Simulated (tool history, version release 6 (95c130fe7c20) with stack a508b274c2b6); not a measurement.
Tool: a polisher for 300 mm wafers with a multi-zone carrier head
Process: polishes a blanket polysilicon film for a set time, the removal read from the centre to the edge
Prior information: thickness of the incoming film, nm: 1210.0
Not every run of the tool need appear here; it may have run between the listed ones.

run,hour,flow of slurry (ml/min),pressure of the head's centre zone,pressure of the head's middle zone,pressure of the head's edge zone,polishing time (s),film removed at the wafer's centre (nm),film removed at mid-radius (nm),film removed at the wafer's edge (nm)
1,0.0,235,1.00,1.00,1.00,53,490.88,502.48,483.98
2,7.7,230,0.96,1.03,0.96,46,418.41,445.70,423.13
3,9.6,230,0.96,0.98,0.96,46,415.78,427.60,412.48
4,15.8,230,0.96,0.98,0.96,59,530.40,558.91,542.71
5,21.0,235,0.93,1.04,0.92,49,428.74,477.32,445.38
6,25.5,270,0.93,1.04,0.92,49,431.96,490.74,440.09
7,26.7,290,0.90,1.06,0.90,43,373.01,435.55,385.71

Estimate the outcome of run 8 from the log above:
8,34.4,290,0.90,1.06,0.90,43,?,?,?

{"run 8": {"film removed at the wafer's centre (nm)": 360.3, "film removed at mid-radius (nm)": 441.46, "film removed at the wafer's edge (nm)": 391.01}}
